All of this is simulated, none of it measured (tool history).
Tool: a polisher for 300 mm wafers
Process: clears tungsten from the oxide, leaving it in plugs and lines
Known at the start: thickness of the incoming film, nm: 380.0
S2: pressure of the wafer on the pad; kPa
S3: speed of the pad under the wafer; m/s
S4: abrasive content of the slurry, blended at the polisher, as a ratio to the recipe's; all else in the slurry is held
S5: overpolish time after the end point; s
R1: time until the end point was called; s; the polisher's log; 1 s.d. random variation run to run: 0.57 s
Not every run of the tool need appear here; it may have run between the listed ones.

run 1 hour=0.0 | flow_of_slurry_(ml/min)=305 S2=29.6 S3=1.40 S4=1.0 S5=13 | R1=79.546
run 2 hour=8.4 | flow_of_slurry_(ml/min)=305 S2=32.4 S3=1.44 S4=1.0 S5=13 | R1=69.980
run 3 hour=17.2 | flow_of_slurry_(ml/min)=305 S2=32.4 S3=1.16 S4=1.0 S5=13 | R1=85.549
run 4 hour=23.9 | flow_of_slurry_(ml/min)=305 S2=32.4 S3=1.16 S4=1.0 S5=14 | R1=84.546
run 5 hour=24.5 | flow_of_slurry_(ml/min)=305 S2=34.5 S3=1.24 S4=1.0 S5=14 | R1=75.513
run 6 hour=31.0 | flow_of_slurry_(ml/min)=305 S2=37.2 S3=1.24 S4=1.0 S5=14 | R1=69.402
-- hour=33.7 slurry tank refilled with fresh slurry and peroxide
run 7 hour=33.7 | flow_of_slurry_(ml/min)=305 S2=38.6 S3=1.32 S4=1.0 S5=14 | R1=48.437

Forecast run 8:
run 8 hour=35.9 | flow_of_slurry_(ml/min)=305 S2=39.3 S3=1.32 S4=1.0 S5=14 | R1=?

{"run 8": {"R1": 46.57}}
